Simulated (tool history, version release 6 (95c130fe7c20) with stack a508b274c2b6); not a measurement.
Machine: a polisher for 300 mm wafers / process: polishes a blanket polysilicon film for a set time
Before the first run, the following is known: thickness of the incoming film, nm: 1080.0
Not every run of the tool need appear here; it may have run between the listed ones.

run	hour	flow of slurry (ml/min)	pressure of the wafer on the pad (psi)	speed of the pad under the wafer (cm/s)	polishing time (s)	film removed (Å)
1	0.0	240	2.0	116	69	3451.3
2	2.0	240	1.8	116	69	3086.7
3	8.8	240	1.6	116	69	2798.5
4	9.4	195	1.6	116	69	2713.9
5	10.4	195	1.6	116	72	2794.1
6	15.3	190	1.5	116	72	2653.5
7	19.6	185	1.4	116	72	2433.7
8	21.4	180	1.4	116	72	2473.2

The next listed run, before its measurement:
9	27.0	175	1.3	116	72	?

For run 9 the tool returned film removed (Å) 2280.5.
